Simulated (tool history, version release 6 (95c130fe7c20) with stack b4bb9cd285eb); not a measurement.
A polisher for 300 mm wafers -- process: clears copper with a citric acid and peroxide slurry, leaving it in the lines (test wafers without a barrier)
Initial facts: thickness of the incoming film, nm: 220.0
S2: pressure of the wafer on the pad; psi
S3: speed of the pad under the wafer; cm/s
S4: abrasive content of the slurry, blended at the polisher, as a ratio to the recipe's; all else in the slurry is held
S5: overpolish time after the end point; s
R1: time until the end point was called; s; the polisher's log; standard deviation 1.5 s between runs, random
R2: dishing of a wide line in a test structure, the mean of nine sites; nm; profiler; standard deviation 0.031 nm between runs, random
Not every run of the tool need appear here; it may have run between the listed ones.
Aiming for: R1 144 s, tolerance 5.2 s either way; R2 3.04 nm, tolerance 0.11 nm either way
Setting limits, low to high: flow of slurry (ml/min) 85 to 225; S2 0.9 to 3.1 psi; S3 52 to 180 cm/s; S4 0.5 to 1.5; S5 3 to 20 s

{"run": 1, "hour": 0.0, "flow of slurry (ml/min)": 145, "S2": 2, "S3": 116, "S4": 1, "S5": 10, "R1": 147.87, "R2": 9.8207}
{"run": 2, "hour": 7.1, "flow of slurry (ml/min)": 145, "S2": 2, "S3": 116, "S4": 1.1, "S5": 10, "R1": 145.56, "R2": 9.7526}
{"run": 3, "hour": 9.5, "flow of slurry (ml/min)": 175, "S2": 2, "S3": 116, "S4": 1.1, "S5": 10, "R1": 139.96, "R2": 9.7295}
{"run": 4, "hour": 16.8, "flow of slurry (ml/min)": 160, "S2": 2, "S3": 116, "S4": 1.1, "S5": 10, "R1": 142.52, "R2": 9.8739}
{"run": 5, "hour": 20.6, "flow of slurry (ml/min)": 175, "S2": 1.8, "S3": 118, "S4": 1.2, "S5": 8, "R1": 151.83, "R2": 7.5747}
{"run": 6, "hour": 27.4, "flow of slurry (ml/min)": 185, "S2": 1.8, "S3": 110, "S4": 1.25, "S5": 7, "R1": 157.26, "R2": 6.3448}
{"run": 7, "hour": 35.4, "flow of slurry (ml/min)": 195, "S2": 1.9, "S3": 96, "S4": 1.3, "S5": 6, "R1": 164.15, "R2": 5.2576}
{"run": 8, "hour": 42.2, "flow of slurry (ml/min)": 200, "S2": 2, "S3": 86, "S4": 1.35, "S5": 5, "R1": 167.64, "R2": 4.2468}
{"run": 9, "hour": 46.0, "flow of slurry (ml/min)": 225, "S2": 2.6, "S3": 54, "S4": 1.5, "S5": 3, "R1": 171.5, "R2": 2.5853}
{"run": 10, "hour": 47.1, "flow of slurry (ml/min)": 225, "S2": 2.7, "S3": 54, "S4": 1.5, "S5": 3, "R1": 166.34, "R2": 2.6489}
{"run": 11, "hour": 49.5, "flow of slurry (ml/min)": 225, "S2": 2.8, "S3": 54, "S4": 1.5, "S5": 3, "R1": 162.21, "R2": 2.707}
{"run": 12, "hour": 57.5, "flow of slurry (ml/min)": 225, "S2": 2.9, "S3": 54, "S4": 1.5, "S5": 3, "R1": 158.02, "R2": 2.8352}

Which of these 4 next moves meets every target?
{"run": "A", "hour": 65.5, "flow of slurry (ml/min)": 190, "S2": 2.2, "S3": 80, "S4": 1.5, "S5": 3, "R1": "?", "R2": "?"}
{"run": "B", "hour": 65.5, "flow of slurry (ml/min)": 225, "S2": 3.1, "S3": 68, "S4": 1.2, "S5": 3, "R1": "?", "R2": "?"}
{"run": "C", "hour": 65.5, "flow of slurry (ml/min)": 225, "S2": 2.6, "S3": 72, "S4": 1.5, "S5": 3, "R1": "?", "R2": "?"}
{"run": "D", "hour": 65.5, "flow of slurry (ml/min)": 190, "S2": 2.7, "S3": 64, "S4": 1.45, "S5": 3, "R1": "?", "R2": "?"}

move=A R1=158.68 R2=2.7051
move=B R1=133.15 R2=3.2225
move=C R1=143.91 R2=2.9818
move=D R1=153.95 R2=2.79
A: its largest miss is bigger than the last run's
B: carries the result that was furthest off beyond its target, to the other side
C: hits every target within its allowed miss
D: nearer than the last run, and not there yet
The move that meets every target is C.
